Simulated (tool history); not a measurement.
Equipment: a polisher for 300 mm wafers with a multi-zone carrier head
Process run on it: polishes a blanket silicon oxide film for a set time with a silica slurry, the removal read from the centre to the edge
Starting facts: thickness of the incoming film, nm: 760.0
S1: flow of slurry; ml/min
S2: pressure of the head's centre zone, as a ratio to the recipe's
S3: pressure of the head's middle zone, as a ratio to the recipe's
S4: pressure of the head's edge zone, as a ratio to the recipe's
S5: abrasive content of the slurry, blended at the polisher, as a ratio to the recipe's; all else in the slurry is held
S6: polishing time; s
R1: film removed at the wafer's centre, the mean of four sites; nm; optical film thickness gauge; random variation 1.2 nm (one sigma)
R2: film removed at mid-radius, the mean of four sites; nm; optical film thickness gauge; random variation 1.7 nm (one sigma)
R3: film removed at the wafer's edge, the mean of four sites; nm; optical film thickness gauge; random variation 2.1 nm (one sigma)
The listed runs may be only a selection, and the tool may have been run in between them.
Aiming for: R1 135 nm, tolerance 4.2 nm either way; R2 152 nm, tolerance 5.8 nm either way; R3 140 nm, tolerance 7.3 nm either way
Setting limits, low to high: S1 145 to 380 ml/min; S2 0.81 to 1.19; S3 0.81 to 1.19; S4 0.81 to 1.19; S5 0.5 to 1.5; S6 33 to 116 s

Run 1, hour 0: S1 245 ml/min, S2 1, S3 1, S4 1, S5 1, S6 74 s. Result: R1 178.76 nm, R2 168.86 nm, R3 173.9 nm.
Run 2, hour 3: S1 245 ml/min, S2 1, S3 1, S4 1, S5 0.9, S6 74 s. Result: R1 170.22 nm, R2 163.3 nm, R3 171.41 nm.
Run 3, hour 7.8: S1 245 ml/min, S2 1, S3 0.92, S4 1, S5 0.9, S6 74 s. Result: R1 170.45 nm, R2 153.92 nm, R3 168.78 nm.
Run 4, hour 13.6: S1 245 ml/min, S2 0.98, S3 0.94, S4 0.97, S5 0.85, S6 74 s. Result: R1 158.68 nm, R2 152.04 nm, R3 162.9 nm.
Run 5, hour 22.2: S1 245 ml/min, S2 0.98, S3 0.87, S4 0.97, S5 0.85, S6 74 s. Result: R1 161.57 nm, R2 140.96 nm, R3 162.73 nm.
Run 6, hour 30.7: S1 245 ml/min, S2 0.98, S3 0.81, S4 0.97, S5 0.85, S6 74 s. Result: R1 162.19 nm, R2 134.35 nm, R3 157.81 nm.
Run 7, hour 37: S1 250 ml/min, S2 0.98, S3 0.85, S4 0.95, S5 0.8, S6 74 s. Result: R1 159.82 nm, R2 135.93 nm, R3 154.81 nm.
Run 8, hour 40.7: S1 250 ml/min, S2 0.97, S3 0.88, S4 0.93, S5 0.8, S6 74 s. Result: R1 160.85 nm, R2 138.61 nm, R3 156.18 nm.

Consider the 4 candidate settings below. Which is the only one whose results all fall within their allowed miss of target?
Run A, hour 44.4: S1 160 ml/min, S2 1, S3 1.01, S4 0.87, S5 1.15, S6 62 s. Result: R1 ?, R2 ?, R3 ?.
Run B, hour 44.4: S1 320 ml/min, S2 1.13, S3 1.1, S4 0.84, S5 1.05, S6 53 s. Result: R1 ?, R2 ?, R3 ?.
Run C, hour 44.4: S1 215 ml/min, S2 0.94, S3 1.12, S4 0.95, S5 0.75, S6 68 s. Result: R1 ?, R2 ?, R3 ?.
Run D, hour 44.4: S1 210 ml/min, S2 0.98, S3 1, S4 0.89, S5 0.9, S6 65 s. Result: R1 ?, R2 ?, R3 ?.

move      R1      R2      R3
   A  145.26  142.11  137.54
   B  147.91  135.89  118.43
   C  133.35  150.41  137.76
   D  141.82  139.94  136.76
A: an improvement on the last run, though not all results are within tolerance
B: an improvement on the last run, though not all results are within tolerance
C: in spec on every target
D: an improvement on the last run, though not all results are within tolerance
C meets every target.
